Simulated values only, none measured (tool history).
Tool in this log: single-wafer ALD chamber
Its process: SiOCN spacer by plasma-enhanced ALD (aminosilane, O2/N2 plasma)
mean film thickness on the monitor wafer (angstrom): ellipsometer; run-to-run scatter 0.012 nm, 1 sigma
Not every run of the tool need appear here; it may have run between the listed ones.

run,day,heater temperature setpoint (deg C),number of ALD cycles (cycles),mean film thickness on the monitor wafer (angstrom)
1,0,400,70,44.62
2,0.183,409,70,43.678
3,0.229,408,73,45.436
4,0.392,413,73,44.928
5,0.471,412,75,46.159
6,0.525,411,77,47.714
7,0.725,410,79,49.26

Run 8 comes next. What will it give?
8,0.888,409,80,?

Run 8 measured mean film thickness on the monitor wafer (angstrom) 50.098.
